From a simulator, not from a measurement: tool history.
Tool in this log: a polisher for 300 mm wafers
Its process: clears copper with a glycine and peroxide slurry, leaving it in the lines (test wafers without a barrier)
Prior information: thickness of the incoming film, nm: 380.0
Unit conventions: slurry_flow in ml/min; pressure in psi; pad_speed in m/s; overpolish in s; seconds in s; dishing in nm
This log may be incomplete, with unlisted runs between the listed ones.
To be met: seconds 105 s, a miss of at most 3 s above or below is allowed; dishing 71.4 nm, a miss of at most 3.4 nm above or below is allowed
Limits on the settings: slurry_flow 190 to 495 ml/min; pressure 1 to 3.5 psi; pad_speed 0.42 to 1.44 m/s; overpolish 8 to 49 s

run,hour,slurry_flow,pressure,pad_speed,overpolish,seconds,dishing
1,0,320,2.2,0.92,25,86.752,71.329
2,1.1,320,2,0.92,27,94.753,71.613
3,9.5,320,1.9,0.92,28,98.777,69.442
4,10.2,285,1.9,0.92,28,100.29,69.961
5,15.9,275,1.9,0.92,29,100.58,70.385
6,18.5,275,1.9,0.72,29,119.87,66.315
7,25,295,2,0.72,29,112.03,67.505
8,30.9,310,2,0.72,29,113.43,68.615
9,34.9,315,2.1,0.72,29,108.97,70.438
10,35.9,320,2.1,0.72,29,109.05,67.82

Below are 4 possible settings for the next run. Only one of them brings all results inside the allowed miss of their targets. Which is it?
A,36.9,355,2.6,0.56,25,?,?
B,36.9,330,2.3,0.68,29,?,?
C,36.9,345,2.2,0.78,28,?,?
D,36.9,345,2.4,0.7,24,?,?

move,seconds,dishing
A,109.19,63.67
B,104.38,72.489
C,97.126,73.648
D,98.664,65.766
A: moves away from the targets compared with the last run
B: every result within its allowed miss
C: the result that was furthest off in the last run now lies on the other side of its target
D: the result that was furthest off in the last run now lies on the other side of its target
So the answer is move B, the one that meets all the targets.

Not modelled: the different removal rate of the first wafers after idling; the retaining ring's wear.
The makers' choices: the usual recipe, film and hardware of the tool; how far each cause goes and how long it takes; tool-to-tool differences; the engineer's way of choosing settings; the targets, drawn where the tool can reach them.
